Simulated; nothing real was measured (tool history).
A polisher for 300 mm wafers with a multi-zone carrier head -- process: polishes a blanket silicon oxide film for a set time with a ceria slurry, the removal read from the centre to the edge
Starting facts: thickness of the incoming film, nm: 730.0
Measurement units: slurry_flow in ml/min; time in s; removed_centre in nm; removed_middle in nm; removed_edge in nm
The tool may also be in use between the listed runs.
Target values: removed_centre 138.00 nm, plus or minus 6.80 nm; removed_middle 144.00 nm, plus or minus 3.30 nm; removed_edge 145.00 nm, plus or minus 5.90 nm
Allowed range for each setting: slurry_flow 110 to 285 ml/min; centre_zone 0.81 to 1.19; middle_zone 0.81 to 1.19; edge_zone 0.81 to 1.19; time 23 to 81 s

Run 1, hour 0.0: slurry_flow 180 ml/min, centre_zone 1.00, middle_zone 1.00, edge_zone 1.00, time 52 s. Result: removed_centre 197.77 nm, removed_middle 195.99 nm, removed_edge 212.75 nm.
Run 2, hour 4.8: slurry_flow 180 ml/min, centre_zone 1.00, middle_zone 1.08, edge_zone 1.00, time 52 s. Result: removed_centre 204.62 nm, removed_middle 207.94 nm, removed_edge 212.26 nm.
Run 3, hour 6.2: slurry_flow 175 ml/min, centre_zone 0.98, middle_zone 1.05, edge_zone 0.95, time 47 s. Result: removed_centre 179.47 nm, removed_middle 182.60 nm, removed_edge 181.45 nm.
Run 4, hour 7.1: slurry_flow 175 ml/min, centre_zone 1.05, middle_zone 1.05, edge_zone 0.95, time 47 s. Result: removed_centre 189.46 nm, removed_middle 181.57 nm, removed_edge 184.83 nm.
Run 5, hour 8.7: slurry_flow 220 ml/min, centre_zone 1.05, middle_zone 1.05, edge_zone 0.95, time 47 s. Result: removed_centre 200.34 nm, removed_middle 193.31 nm, removed_edge 193.03 nm.
Run 6, hour 11.1: slurry_flow 195 ml/min, centre_zone 1.00, middle_zone 1.01, edge_zone 0.91, time 45 s. Result: removed_centre 179.84 nm, removed_middle 175.49 nm, removed_edge 180.05 nm.
Run 7, hour 12.3: slurry_flow 175 ml/min, centre_zone 0.97, middle_zone 1.01, edge_zone 0.89, time 43 s. Result: removed_centre 159.64 nm, removed_middle 161.39 nm, removed_edge 165.84 nm.
Run 8, hour 13.9: slurry_flow 160 ml/min, centre_zone 0.96, middle_zone 1.01, edge_zone 0.87, time 42 s. Result: removed_centre 153.05 nm, removed_middle 153.84 nm, removed_edge 157.93 nm.
Run 9, hour 19.7: slurry_flow 160 ml/min, centre_zone 0.96, middle_zone 1.01, edge_zone 0.87, time 42 s. Result: removed_centre 150.61 nm, removed_middle 152.69 nm, removed_edge 153.45 nm.
Run 10, hour 27.8: slurry_flow 150 ml/min, centre_zone 0.95, middle_zone 1.01, edge_zone 0.87, time 42 s. Result: removed_centre 141.08 nm, removed_middle 152.10 nm, removed_edge 150.11 nm.
Run 11, hour 30.2: slurry_flow 145 ml/min, centre_zone 0.96, middle_zone 1.00, edge_zone 0.87, time 42 s. Result: removed_centre 143.35 nm, removed_middle 147.19 nm, removed_edge 153.95 nm.
Run 12, hour 32.2: slurry_flow 140 ml/min, centre_zone 0.95, middle_zone 1.01, edge_zone 0.81, time 40 s. Result: removed_centre 135.24 nm, removed_middle 141.28 nm, removed_edge 142.07 nm.

Exercise: of the 4 proposed moves below, exactly one satisfies all targets within the stated allowed misses. Which move is it?
Run A, hour 34.2: slurry_flow 195 ml/min, centre_zone 0.97, middle_zone 1.05, edge_zone 0.96, time 36 s. Result: removed_centre ?, removed_middle ?, removed_edge ?.
Run B, hour 34.2: slurry_flow 150 ml/min, centre_zone 0.97, middle_zone 0.94, edge_zone 0.82, time 40 s. Result: removed_centre ?, removed_middle ?, removed_edge ?.
Run C, hour 34.2: slurry_flow 160 ml/min, centre_zone 0.89, middle_zone 0.96, edge_zone 0.88, time 38 s. Result: removed_centre ?, removed_middle ?, removed_edge ?.
Run D, hour 34.2: slurry_flow 120 ml/min, centre_zone 0.93, middle_zone 1.03, edge_zone 0.83, time 42 s. Result: removed_centre ?, removed_middle ?, removed_edge ?.

move  removed_centre  removed_middle  removed_edge
   A          136.78          144.91        144.76
   B          138.21          135.25        141.92
   C          123.58          133.76        141.18
   D          124.91          139.98        141.18
A: hits every target within its allowed miss
B: misses by more than the last run did
C: misses by more than the last run did
D: misses by more than the last run did
Correct choice: A, which meets every target
